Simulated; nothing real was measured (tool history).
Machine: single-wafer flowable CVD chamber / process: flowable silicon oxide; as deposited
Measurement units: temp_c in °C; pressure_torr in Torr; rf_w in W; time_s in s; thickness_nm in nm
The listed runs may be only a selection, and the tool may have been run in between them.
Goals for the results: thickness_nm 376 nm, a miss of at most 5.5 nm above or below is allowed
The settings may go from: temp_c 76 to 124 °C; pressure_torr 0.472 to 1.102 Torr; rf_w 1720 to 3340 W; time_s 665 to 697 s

run 1 hour=0 | temp_c=100 pressure_torr=0.787 rf_w=2530 time_s=697 | thickness_nm=503.8
run 2 hour=9 | temp_c=101 pressure_torr=0.787 rf_w=2530 time_s=697 | thickness_nm=486.74
run 3 hour=15.4 | temp_c=102 pressure_torr=0.787 rf_w=2530 time_s=697 | thickness_nm=461.86
run 4 hour=18.8 | temp_c=102 pressure_torr=0.787 rf_w=2380 time_s=697 | thickness_nm=460.47
run 5 hour=24.1 | temp_c=102 pressure_torr=0.787 rf_w=2380 time_s=665 | thickness_nm=441.21
run 6 hour=30.5 | temp_c=103 pressure_torr=0.787 rf_w=2380 time_s=665 | thickness_nm=424.37
run 7 hour=34.5 | temp_c=105 pressure_torr=0.787 rf_w=2380 time_s=665 | thickness_nm=394.9
run 8 hour=37.2 | temp_c=106 pressure_torr=0.787 rf_w=2380 time_s=665 | thickness_nm=381.6

Which one of the following 4 next-run settings gets every result inside its allowed miss? There is exactly one.
run A hour=39.9 | temp_c=108 pressure_torr=0.841 rf_w=2480 time_s=665 | thickness_nm=?
run B hour=39.9 | temp_c=109 pressure_torr=0.836 rf_w=2630 time_s=666 | thickness_nm=?
run C hour=39.9 | temp_c=107 pressure_torr=0.798 rf_w=2375 time_s=694 | thickness_nm=?
run D hour=39.9 | temp_c=107 pressure_torr=0.807 rf_w=2115 time_s=696 | thickness_nm=?

move=A thickness_nm=384.87
move=B thickness_nm=374.01
move=C thickness_nm=392.01
move=D thickness_nm=388.56
A: further off than the last run
B: every result within its allowed miss
C: further off than the last run
D: further off than the last run
Go with B: it meets all targets.
